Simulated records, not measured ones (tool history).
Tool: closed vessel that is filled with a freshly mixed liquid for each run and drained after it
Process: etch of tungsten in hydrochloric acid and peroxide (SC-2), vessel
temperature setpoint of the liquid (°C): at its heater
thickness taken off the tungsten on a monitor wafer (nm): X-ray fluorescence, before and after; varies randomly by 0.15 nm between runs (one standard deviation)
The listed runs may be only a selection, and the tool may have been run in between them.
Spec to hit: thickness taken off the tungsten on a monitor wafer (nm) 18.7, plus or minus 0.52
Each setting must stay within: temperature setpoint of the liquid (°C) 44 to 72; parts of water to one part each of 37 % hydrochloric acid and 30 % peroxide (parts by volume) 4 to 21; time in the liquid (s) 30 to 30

run	hour	temperature setpoint of the liquid (°C)	parts of water to one part each of 37 % hydrochloric acid and 30 % peroxide (parts by volume)	time in the liquid (s)	thickness taken off the tungsten on a monitor wafer (nm)
1	0	60	11.5	30	5.8754
2	3.6	60	11.5	30	5.8675
3	7.2	60	11.5	30	5.805
4	12.1	61.5	11	30	6.7162
5	19.4	63	10.5	30	7.6466
6	21.8	66.5	10.5	30	9.4106
7	29.9	67	10	30	10.092
8	37.8	67.5	9.5	30	10.92
9	46.2	68	9	30	11.745
10	54	68.5	8.5	30	12.613
11	56.2	72	5.5	30	21.957

Pick the move, out of 5, that brings all results within their allowed miss; only one does.
A	58.4	72	4	30	?
B	58.4	69.5	5.5	30	?
C	58.4	68.5	4.5	30	?
D	58.4	70.5	4	30	?
E	58.4	69	6	30	?

move	thickness taken off the tungsten on a monitor wafer (nm)
A	26.792
B	18.5
C	20.114
D	24.534
E	16.837
A: further off than the last run
B: each result inside its tolerance
C: closer than the last run, but not yet in spec
D: further off than the last run
E: the result that was furthest off in the last run now lies on the other side of its target
Answer: B
